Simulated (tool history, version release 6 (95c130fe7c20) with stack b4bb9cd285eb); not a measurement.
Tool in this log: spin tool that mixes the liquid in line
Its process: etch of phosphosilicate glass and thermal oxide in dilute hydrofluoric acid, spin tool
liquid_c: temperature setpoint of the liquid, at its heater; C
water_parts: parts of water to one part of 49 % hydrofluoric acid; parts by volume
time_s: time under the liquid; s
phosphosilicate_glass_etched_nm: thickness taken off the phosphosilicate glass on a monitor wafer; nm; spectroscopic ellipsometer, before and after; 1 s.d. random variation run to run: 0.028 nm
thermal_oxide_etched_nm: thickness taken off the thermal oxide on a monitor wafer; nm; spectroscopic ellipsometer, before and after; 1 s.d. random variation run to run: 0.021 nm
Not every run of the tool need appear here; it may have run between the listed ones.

run,hour,liquid_c,water_parts,time_s,phosphosilicate_glass_etched_nm,thermal_oxide_etched_nm
1,0,23,230,35,9.5015,0.64583
2,3.1,20.5,230,35,8.7372,0.52971
3,11.3,20.5,245,35,8.1027,0.52897
4,17.8,23.5,245,35,9.0244,0.56561
5,26.6,23.5,205,35,11.277,0.77193
6,33.1,26,205,35,12.346,0.74641
7,41.1,24,225,35,10.268,0.68962
8,43.8,22,240,35,8.719,0.62811
9,44.5,21,250,35,8.0103,0.52144
10,52.1,20,255,35,7.4993,0.49278

What does the tool deliver on the next run?
11,52.7,19,260,35,?,?

{"run 11": {"phosphosilicate_glass_etched_nm": 7.1002, "thermal_oxide_etched_nm": 0.49317}}
